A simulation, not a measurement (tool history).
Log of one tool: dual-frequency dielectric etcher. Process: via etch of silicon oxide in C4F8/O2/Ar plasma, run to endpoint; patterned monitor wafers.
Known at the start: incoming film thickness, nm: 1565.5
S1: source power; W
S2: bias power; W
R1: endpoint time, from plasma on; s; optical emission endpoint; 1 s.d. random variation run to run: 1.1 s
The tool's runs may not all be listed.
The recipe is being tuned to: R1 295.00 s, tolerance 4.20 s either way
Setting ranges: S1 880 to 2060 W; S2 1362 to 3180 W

run,hour,S1,S2,R1
1,0.0,1470,2271,344.75
2,4.7,1710,2271,328.17
3,6.9,1820,2364,320.30
4,13.6,1820,2763,301.77
5,15.7,1820,2491,315.68
6,20.1,1890,2572,305.34
7,26.7,1890,2572,307.55
8,30.8,1940,2613,301.51

4 candidate next runs follow, results not yet known. Just one meets every target within its allowed miss. Identify it.
A,34.9,1810,2615,?
B,34.9,1870,2530,?
C,34.9,2060,2608,?
D,34.9,2010,2417,?

move,R1
A,309.97
B,310.21
C,297.86
D,307.79
A: the biggest miss grows against the last run
B: the biggest miss grows against the last run
C: meets every target
D: the biggest miss grows against the last run
Go with C: it meets all targets.

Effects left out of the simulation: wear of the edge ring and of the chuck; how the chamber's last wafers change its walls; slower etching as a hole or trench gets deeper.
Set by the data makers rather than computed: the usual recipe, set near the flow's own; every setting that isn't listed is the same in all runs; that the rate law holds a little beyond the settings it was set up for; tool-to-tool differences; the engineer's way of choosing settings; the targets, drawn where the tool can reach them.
